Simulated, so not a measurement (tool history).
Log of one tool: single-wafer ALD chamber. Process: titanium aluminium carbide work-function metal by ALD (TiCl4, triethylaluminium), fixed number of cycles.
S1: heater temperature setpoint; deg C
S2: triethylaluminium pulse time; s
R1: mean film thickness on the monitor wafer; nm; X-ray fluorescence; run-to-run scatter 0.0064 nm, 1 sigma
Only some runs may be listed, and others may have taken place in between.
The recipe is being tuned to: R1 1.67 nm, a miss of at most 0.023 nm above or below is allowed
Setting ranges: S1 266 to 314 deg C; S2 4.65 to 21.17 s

{"run": 1, "hour": 0.0, "S1": 290, "S2": 12.91, "R1": 1.9232}
{"run": 2, "hour": 2.7, "S1": 285, "S2": 11.39, "R1": 1.8471}
{"run": 3, "hour": 5.7, "S1": 281, "S2": 11.11, "R1": 1.7961}
{"run": 4, "hour": 11.7, "S1": 281, "S2": 7.61, "R1": 1.5184}
{"run": 5, "hour": 19.9, "S1": 281, "S2": 9.8, "R1": 1.747}
{"run": 6, "hour": 25.6, "S1": 287, "S2": 9.8, "R1": 1.7951}
{"run": 7, "hour": 33.3, "S1": 275, "S2": 8.12, "R1": 1.5423}
{"run": 8, "hour": 41.2, "S1": 275, "S2": 8.12, "R1": 1.5465}
{"run": 9, "hour": 47.8, "S1": 278, "S2": 8.17, "R1": 1.57}
{"run": 10, "hour": 54.3, "S1": 280, "S2": 8.21, "R1": 1.5976}
{"run": 11, "hour": 63.1, "S1": 281, "S2": 8.24, "R1": 1.609}
{"run": 12, "hour": 71.5, "S1": 282, "S2": 8.27, "R1": 1.618}
{"run": 13, "hour": 74.6, "S1": 283, "S2": 8.29, "R1": 1.6335}
{"run": 14, "hour": 81.6, "S1": 284, "S2": 8.3, "R1": 1.6388}

5 candidate next runs follow, results not yet known. Just one meets every target within its allowed miss. Identify it.
{"run": "A", "hour": 88.6, "S1": 274, "S2": 9.81, "R1": "?"}
{"run": "B", "hour": 88.6, "S1": 296, "S2": 7.34, "R1": "?"}
{"run": "C", "hour": 88.6, "S1": 280, "S2": 8.57, "R1": "?"}
{"run": "D", "hour": 88.6, "S1": 286, "S2": 9.08, "R1": "?"}
{"run": "E", "hour": 88.6, "S1": 285, "S2": 7.97, "R1": "?"}

move=A R1=1.6792
move=B R1=1.5844
move=C R1=1.6387
move=D R1=1.7399
move=E R1=1.6069
A: each result inside its tolerance
B: moves away from the targets compared with the last run
C: about the same distance from the targets as the last run
D: takes the result that was furthest off past its target
E: moves away from the targets compared with the last run
A meets every target.
